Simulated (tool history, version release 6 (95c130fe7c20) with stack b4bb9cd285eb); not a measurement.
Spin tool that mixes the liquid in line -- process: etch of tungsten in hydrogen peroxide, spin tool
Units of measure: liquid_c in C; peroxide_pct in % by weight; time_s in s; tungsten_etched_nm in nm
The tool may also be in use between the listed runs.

Run 1, hour 0.0: liquid_c 49.0 C, peroxide_pct 16.5 % by weight, time_s 15 s. Result: tungsten_etched_nm 24.580 nm.
Run 2, hour 6.4: liquid_c 54.0 C, peroxide_pct 16.5 % by weight, time_s 15 s. Result: tungsten_etched_nm 33.694 nm.
Run 3, hour 14.6: liquid_c 52.0 C, peroxide_pct 16.5 % by weight, time_s 15 s. Result: tungsten_etched_nm 30.047 nm.
Run 4, hour 15.9: liquid_c 59.0 C, peroxide_pct 16.5 % by weight, time_s 15 s. Result: tungsten_etched_nm 45.707 nm.
Run 5, hour 22.6: liquid_c 59.0 C, peroxide_pct 15.5 % by weight, time_s 15 s. Result: tungsten_etched_nm 44.408 nm.
Run 6, hour 25.3: liquid_c 65.0 C, peroxide_pct 15.5 % by weight, time_s 15 s. Result: tungsten_etched_nm 62.136 nm.
Run 7, hour 28.2: liquid_c 61.0 C, peroxide_pct 15.5 % by weight, time_s 15 s. Result: tungsten_etched_nm 49.687 nm.
At hour 31.5: thermometer replaced.
Run 8, hour 31.5: liquid_c 58.0 C, peroxide_pct 15.5 % by weight, time_s 15 s. Result: tungsten_etched_nm 46.095 nm.
Run 9, hour 32.4: liquid_c 55.0 C, peroxide_pct 15.5 % by weight, time_s 15 s. Result: tungsten_etched_nm 38.490 nm.
Run 10, hour 36.1: liquid_c 52.0 C, peroxide_pct 15.5 % by weight, time_s 15 s. Result: tungsten_etched_nm 32.382 nm.
Run 11, hour 44.2: liquid_c 49.5 C, peroxide_pct 15.5 % by weight, time_s 15 s. Result: tungsten_etched_nm 27.871 nm.
Run 12, hour 51.3: liquid_c 47.5 C, peroxide_pct 15.5 % by weight, time_s 15 s. Result: tungsten_etched_nm 24.476 nm.
Run 13, hour 59.9: liquid_c 46.0 C, peroxide_pct 15.5 % by weight, time_s 15 s. Result: tungsten_etched_nm 22.235 nm.

Run 14 is up next; what results do you expect?
Run 14, hour 64.6: liquid_c 45.0 C, peroxide_pct 15.5 % by weight, time_s 15 s. Result: tungsten_etched_nm ?.

{"run 14": {"tungsten_etched_nm": 20.853}}
